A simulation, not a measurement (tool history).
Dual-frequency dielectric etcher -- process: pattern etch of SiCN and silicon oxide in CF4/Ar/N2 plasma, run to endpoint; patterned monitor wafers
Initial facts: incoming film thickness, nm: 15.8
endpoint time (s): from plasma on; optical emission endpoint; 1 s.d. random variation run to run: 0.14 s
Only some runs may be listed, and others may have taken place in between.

run,hour,source power (W),bias power (W),Ar flow (sccm),CF4 flow (sccm),endpoint time (s)
1,0,450,77,120,43,19.625
2,7.4,450,77,141,43,19.852
3,14,410,77,141,43,21.943
4,22.5,410,77,141,36,22.608
5,23.4,410,77,141,41,22.231
6,26.2,410,86,141,41,20.765
7,32.8,400,86,141,41,21.275
8,39,390,86,141,41,21.996
9,40.1,380,86,141,41,22.565
10,41.8,370,86,141,41,23.106

Run 11, settings as shown, results not yet in. Your forecast:
11,46.3,360,86,141,41,?

Run 11 yielded endpoint time (s) 24.167.
